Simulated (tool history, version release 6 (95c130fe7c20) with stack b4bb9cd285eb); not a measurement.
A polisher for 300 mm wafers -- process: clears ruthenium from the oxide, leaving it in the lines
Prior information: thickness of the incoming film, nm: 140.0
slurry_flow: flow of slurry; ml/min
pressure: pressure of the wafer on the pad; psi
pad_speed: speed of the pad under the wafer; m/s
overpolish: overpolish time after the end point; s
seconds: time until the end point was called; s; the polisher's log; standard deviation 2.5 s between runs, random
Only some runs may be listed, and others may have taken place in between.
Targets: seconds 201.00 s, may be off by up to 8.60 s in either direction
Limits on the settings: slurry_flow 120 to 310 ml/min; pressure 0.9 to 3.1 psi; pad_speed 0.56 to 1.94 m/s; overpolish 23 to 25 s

Run 1, hour 0.0: slurry_flow 200 ml/min, pressure 2.0 psi, pad_speed 1.24 m/s, overpolish 23 s. Result: seconds 101.22 s.
Run 2, hour 1.8: slurry_flow 200 ml/min, pressure 1.6 psi, pad_speed 1.18 m/s, overpolish 23 s. Result: seconds 130.22 s.
Run 3, hour 4.4: slurry_flow 200 ml/min, pressure 1.6 psi, pad_speed 1.40 m/s, overpolish 23 s. Result: seconds 114.90 s.
Run 4, hour 12.4: slurry_flow 195 ml/min, pressure 1.4 psi, pad_speed 1.32 m/s, overpolish 23 s. Result: seconds 133.65 s.
Run 5, hour 16.0: slurry_flow 195 ml/min, pressure 1.4 psi, pad_speed 1.32 m/s, overpolish 23 s. Result: seconds 134.21 s.
Run 6, hour 24.8: slurry_flow 195 ml/min, pressure 1.4 psi, pad_speed 1.32 m/s, overpolish 23 s. Result: seconds 136.66 s.
Run 7, hour 31.0: slurry_flow 190 ml/min, pressure 0.9 psi, pad_speed 1.12 m/s, overpolish 23 s. Result: seconds 225.22 s.
Run 8, hour 37.3: slurry_flow 195 ml/min, pressure 0.9 psi, pad_speed 1.12 m/s, overpolish 23 s. Result: seconds 228.68 s.

Exercise: of the 5 proposed moves below, exactly one satisfies all targets within the stated allowed misses. Which move is it?
Run A, hour 43.6: slurry_flow 210 ml/min, pressure 1.1 psi, pad_speed 1.14 m/s, overpolish 25 s. Result: seconds ?.
Run B, hour 43.6: slurry_flow 175 ml/min, pressure 1.0 psi, pad_speed 1.02 m/s, overpolish 24 s. Result: seconds ?.
Run C, hour 43.6: slurry_flow 210 ml/min, pressure 0.9 psi, pad_speed 1.14 m/s, overpolish 23 s. Result: seconds ?.
Run D, hour 43.6: slurry_flow 205 ml/min, pressure 0.9 psi, pad_speed 1.14 m/s, overpolish 23 s. Result: seconds ?.
Run E, hour 43.6: slurry_flow 185 ml/min, pressure 0.9 psi, pad_speed 1.36 m/s, overpolish 23 s. Result: seconds ?.

move  seconds
   A   181.46
   B   217.33
   C   219.19
   D   219.91
   E   200.81
A: takes the biggest miss from the last run beyond its target
B: closes in on the targets versus the last run, not all within tolerance yet
C: closes in on the targets versus the last run, not all within tolerance yet
D: closes in on the targets versus the last run, not all within tolerance yet
E: every result lands within tolerance
Answer: E
